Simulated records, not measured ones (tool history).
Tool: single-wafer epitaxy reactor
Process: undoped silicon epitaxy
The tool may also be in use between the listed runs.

run,hour,wafer temperature setpoint (pyrometer-controlled) (°C),deposition time (s),mean film thickness on the monitor wafer (angstrom)
1,0.0,670,497,1251.8
2,1.9,660,497,1049.1
3,5.9,668,497,1207.0
4,13.8,664,497,1135.6
5,19.0,664,530,1199.8
6,24.1,667,531,1264.5
7,25.0,669,532,1315.9
8,26.0,681,538,1665.3

Estimate the outcome of run 9 from the log above:
9,27.8,683,539,?

mean film thickness on the monitor wafer (angstrom): 1732.2
